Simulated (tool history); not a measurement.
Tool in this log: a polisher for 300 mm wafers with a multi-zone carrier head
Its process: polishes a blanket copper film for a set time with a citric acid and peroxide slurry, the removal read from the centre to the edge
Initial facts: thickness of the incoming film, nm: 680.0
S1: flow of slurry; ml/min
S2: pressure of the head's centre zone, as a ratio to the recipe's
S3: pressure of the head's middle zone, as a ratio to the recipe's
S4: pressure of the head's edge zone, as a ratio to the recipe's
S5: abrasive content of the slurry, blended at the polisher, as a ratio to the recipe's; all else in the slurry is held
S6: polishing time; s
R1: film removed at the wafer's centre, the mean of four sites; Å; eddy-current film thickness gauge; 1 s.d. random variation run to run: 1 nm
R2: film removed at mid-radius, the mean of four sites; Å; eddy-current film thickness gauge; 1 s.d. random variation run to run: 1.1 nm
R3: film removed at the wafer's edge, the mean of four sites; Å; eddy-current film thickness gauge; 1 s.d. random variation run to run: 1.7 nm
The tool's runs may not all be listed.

run 1 hour=0.0 | S1=195 S2=1.00 S3=1.00 S4=1.00 S5=1.00 S6=56 | R1=1224.2 R2=1200.6 R3=1198.8
run 2 hour=3.7 | S1=200 S2=1.01 S3=1.01 S4=1.02 S5=1.05 S6=56 | R1=1259.5 R2=1223.3 R3=1223.8
run 3 hour=4.2 | S1=200 S2=1.01 S3=1.01 S4=0.97 S5=1.05 S6=56 | R1=1251.4 R2=1221.7 R3=1184.1
run 4 hour=9.1 | S1=200 S2=1.01 S3=1.01 S4=1.01 S5=1.05 S6=56 | R1=1252.9 R2=1211.5 R3=1216.0
run 5 hour=14.0 | S1=200 S2=1.01 S3=1.01 S4=1.01 S5=1.05 S6=48 | R1=1060.5 R2=1051.4 R3=1059.3
run 6 hour=21.3 | S1=205 S2=1.02 S3=1.02 S4=1.03 S5=1.10 S6=49 | R1=1127.9 R2=1091.1 R3=1088.4
run 7 hour=23.4 | S1=205 S2=1.02 S3=1.03 S4=1.05 S5=1.15 S6=51 | R1=1179.1 R2=1156.9 R3=1156.8
run 8 hour=30.4 | S1=210 S2=1.03 S3=1.04 S4=1.07 S5=1.20 S6=52 | R1=1218.4 R2=1200.7 R3=1193.5
run 9 hour=32.0 | S1=215 S2=1.04 S3=1.04 S4=1.08 S5=1.25 S6=53 | R1=1277.2 R2=1242.5 R3=1210.0

Run 10 comes next. What will it give?
run 10 hour=37.7 | S1=210 S2=1.04 S3=1.04 S4=1.09 S5=1.30 S6=55 | R1=? R2=? R3=?

{"run 10": {"R1": 1327.0, "R2": 1304.0, "R3": 1284.9}}
